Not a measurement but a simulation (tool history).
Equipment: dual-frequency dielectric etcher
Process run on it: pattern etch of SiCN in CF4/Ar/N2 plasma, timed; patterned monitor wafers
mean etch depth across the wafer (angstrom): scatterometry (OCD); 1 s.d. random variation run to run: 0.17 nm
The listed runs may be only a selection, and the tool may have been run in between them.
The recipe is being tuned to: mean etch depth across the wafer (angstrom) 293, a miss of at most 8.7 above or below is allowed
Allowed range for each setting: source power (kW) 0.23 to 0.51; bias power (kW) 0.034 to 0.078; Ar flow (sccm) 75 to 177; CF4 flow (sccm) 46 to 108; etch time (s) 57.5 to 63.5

run  hour  source power (kW)  bias power (kW)  Ar flow (sccm)  CF4 flow (sccm)  etch time (s)  mean etch depth across the wafer (angstrom)
  1     0               0.37            0.056             126               77           63.5                                       398.23
  2   0.9               0.37             0.05             126               77           63.5                                       380.82
  3   2.7               0.37            0.054             126               77           63.5                                       390.31
  4   5.2               0.43            0.054             126               77           63.5                                       452.31
  5     6                0.4            0.053             127               77           63.5                                       422.97
  6   7.1                0.4            0.049             127               77           63.5                                       407.15
  7   8.9               0.37            0.048             127               77           63.5                                        373.1
  8  11.2               0.35            0.048             127               77           63.5                                       355.62
  9  11.8               0.35            0.048             127               77           63.5                                       357.18
 10    17               0.28            0.045             129               76           63.5                                       276.95

Consider the 4 candidate settings below. Which is the only one whose results all fall within their allowed miss of target?
  A  22.2               0.28            0.036             109               86           60.5                                            ?
  B  22.2               0.25            0.043              95               82           62.5                                            ?
  C  22.2               0.32            0.045             135               68           60.5                                            ?
  D  22.2               0.27            0.062             144               85           57.5                                            ?

move  mean etch depth across the wafer (angstrom)
   A                                       264.32
   B                                       257.91
   C                                       292.63
   D                                       261.78
A: moves away from the targets compared with the last run
B: moves away from the targets compared with the last run
C: every result lands within tolerance
D: moves away from the targets compared with the last run
Move C is the one to make.
